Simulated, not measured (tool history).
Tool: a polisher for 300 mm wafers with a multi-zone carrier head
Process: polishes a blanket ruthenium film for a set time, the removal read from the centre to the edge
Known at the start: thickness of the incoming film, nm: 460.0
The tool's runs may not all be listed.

run  hour  flow of slurry (ml/min)  pressure of the head's centre zone  pressure of the head's middle zone  pressure of the head's edge zone  polishing time (s)  film removed at the wafer's centre (nm)  film removed at mid-radius (nm)  film removed at the wafer's edge (nm)
  1   0.0                      270                                1.00                                1.00                              1.00                  89                                  100.670                           97.030                                103.000
  2   1.6                      270                                1.00                                1.00                              1.00                  97                                  107.550                          108.670                                112.270
  3   5.8                      270                                1.00                                1.02                              0.96                  85                                   96.153                           93.588                                 97.427
  4   9.1                      275                                1.01                                1.05                              0.93                  75                                   84.301                           86.385                                 85.197
  5  12.3                      275                                1.03                                1.04                              0.91                  68                                   78.840                           76.625                                 75.863
  6  18.7                      275                                1.04                                1.03                              0.89                  65                                   76.288                           74.702                                 71.609
     24.3  -- edge zone pressure recalibrated
  7  24.3                      270                                1.04                                1.00                              0.88                  63                                   73.764                           71.041                                 66.070

The next listed run, before its measurement:
  8  28.0                      265                                1.04                                0.98                              0.90                  62                                        ?                                ?                                      ?

film removed at the wafer's centre (nm): 72.744
film removed at mid-radius (nm): 68.648
film removed at the wafer's edge (nm): 65.320

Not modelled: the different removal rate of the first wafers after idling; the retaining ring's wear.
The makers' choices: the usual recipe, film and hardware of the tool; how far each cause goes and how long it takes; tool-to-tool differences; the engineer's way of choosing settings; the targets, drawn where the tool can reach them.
